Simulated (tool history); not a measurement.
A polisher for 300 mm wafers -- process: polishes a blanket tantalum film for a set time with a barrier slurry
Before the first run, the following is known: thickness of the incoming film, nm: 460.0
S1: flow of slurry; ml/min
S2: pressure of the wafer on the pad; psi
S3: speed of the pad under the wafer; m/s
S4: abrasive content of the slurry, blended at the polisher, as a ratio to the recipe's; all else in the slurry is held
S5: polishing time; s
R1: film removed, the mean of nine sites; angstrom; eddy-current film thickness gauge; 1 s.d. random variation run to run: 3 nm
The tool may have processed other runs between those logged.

run  hour   S1   S2    S3   S4   S5      R1
  1   0.0  155  1.8  1.10  1.0  112  2146.9
  2   2.6  155  1.6  1.10  1.0  112  1994.4
  3  11.4  155  1.6  0.96  1.0  112  1758.5
  4  19.1  160  1.8  0.96  1.0  112  1932.0
  5  25.1  165  2.0  0.96  1.0  112  2114.0
  6  28.6  135  2.0  0.96  1.0  112  2018.4
  7  35.2  135  2.0  0.96  1.0  112  2014.7
  8  37.5  145  2.1  0.96  1.0  112  2140.8
  9  38.2  155  2.2  0.96  1.0  112  2172.8

Estimate the outcome of run 10 from the log above:
 10  44.8  155  2.2  0.96  1.0  112   ?

Run 10 yielded R1 2208.8 angstrom.
